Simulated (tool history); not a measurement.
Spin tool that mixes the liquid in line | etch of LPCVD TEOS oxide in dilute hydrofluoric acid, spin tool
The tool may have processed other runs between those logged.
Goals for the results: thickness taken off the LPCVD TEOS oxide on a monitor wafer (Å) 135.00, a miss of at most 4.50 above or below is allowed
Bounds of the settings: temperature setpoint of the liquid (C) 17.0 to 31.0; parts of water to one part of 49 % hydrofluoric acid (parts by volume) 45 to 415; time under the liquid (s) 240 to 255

run,hour,temperature setpoint of the liquid (C),parts of water to one part of 49 % hydrofluoric acid (parts by volume),time under the liquid (s),thickness taken off the LPCVD TEOS oxide on a monitor wafer (Å)
1,0.0,23.0,230,240,207.86
2,7.9,23.0,150,240,341.04
3,15.8,21.5,180,240,259.53
4,21.5,21.5,180,240,258.90
5,25.4,20.5,200,240,221.89
6,31.7,19.5,215,240,195.69
7,35.5,19.0,225,240,183.14
8,37.0,19.0,225,240,179.30
9,40.0,18.5,235,240,169.15
10,46.8,18.0,240,240,162.01
11,52.7,18.0,245,240,158.32
12,60.8,18.0,250,240,150.90

Of the 5 settings listed for the next run, only one would bring every result within its allowed miss of target. Which one?
A,68.9,17.5,260,240,?
B,68.9,17.0,250,240,?
C,68.9,17.0,245,240,?
D,68.9,17.0,285,255,?
E,68.9,18.0,255,240,?

move,thickness taken off the LPCVD TEOS oxide on a monitor wafer (Å)
A,142.89
B,147.04
C,150.70
D,132.99
E,149.17
A: nearer the targets than the last run, but a result is still out of spec
B: nearer the targets than the last run, but a result is still out of spec
C: about as far from the targets as the last run
D: each result inside its tolerance
E: nearer the targets than the last run, but a result is still out of spec
D is the move that brings every result within its allowed miss.

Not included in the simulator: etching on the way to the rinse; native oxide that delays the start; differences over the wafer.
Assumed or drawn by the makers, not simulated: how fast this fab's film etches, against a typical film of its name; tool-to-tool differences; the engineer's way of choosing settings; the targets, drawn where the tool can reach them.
